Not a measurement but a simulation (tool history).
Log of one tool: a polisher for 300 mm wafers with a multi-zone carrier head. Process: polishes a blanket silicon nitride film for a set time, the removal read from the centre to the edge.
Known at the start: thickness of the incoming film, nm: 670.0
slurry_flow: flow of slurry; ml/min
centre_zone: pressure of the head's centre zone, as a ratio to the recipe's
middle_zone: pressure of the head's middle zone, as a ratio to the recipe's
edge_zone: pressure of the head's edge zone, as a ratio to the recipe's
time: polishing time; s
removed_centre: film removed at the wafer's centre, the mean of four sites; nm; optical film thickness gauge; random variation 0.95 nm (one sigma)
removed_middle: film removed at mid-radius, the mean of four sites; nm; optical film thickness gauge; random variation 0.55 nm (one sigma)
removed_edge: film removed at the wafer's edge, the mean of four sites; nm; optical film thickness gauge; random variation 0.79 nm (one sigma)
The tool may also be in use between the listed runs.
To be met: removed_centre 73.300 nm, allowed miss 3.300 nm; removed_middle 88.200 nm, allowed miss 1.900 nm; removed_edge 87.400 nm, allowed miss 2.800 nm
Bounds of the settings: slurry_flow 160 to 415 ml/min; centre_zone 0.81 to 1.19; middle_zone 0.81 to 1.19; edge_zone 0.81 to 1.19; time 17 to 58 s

run	hour	slurry_flow	centre_zone	middle_zone	edge_zone	time	removed_centre	removed_middle	removed_edge
1	0.0	265	1.00	1.00	1.00	37	58.099	56.365	58.846
2	0.6	280	0.98	1.05	1.06	41	61.899	65.570	69.077
3	6.6	280	0.98	1.05	1.06	47	71.479	75.005	79.480
4	13.6	280	0.98	1.12	1.06	47	70.494	79.712	77.276
5	16.7	300	0.98	1.14	1.09	47	72.748	81.902	79.738
6	20.7	320	0.96	1.15	1.12	47	73.191	81.242	81.044
7	27.5	295	0.88	1.19	1.14	50	69.501	89.064	87.194
8	30.5	300	0.89	1.18	1.14	50	69.959	89.217	86.382

4 next moves are on the table. One of them brings every result within its allowed miss. Which?
A	33.5	350	0.91	1.15	1.14	50	?	?	?
B	33.5	215	0.84	1.19	1.05	52	?	?	?
C	33.5	295	0.86	1.19	1.17	50	?	?	?
D	33.5	220	0.82	1.13	1.01	53	?	?	?

move	removed_centre	removed_middle	removed_edge
A	73.196	88.901	88.108
B	66.148	90.211	84.443
C	67.952	90.081	88.128
D	66.010	88.316	84.770
A: meets every target
B: further off than the last run
C: further off than the last run
D: further off than the last run
Answer: A
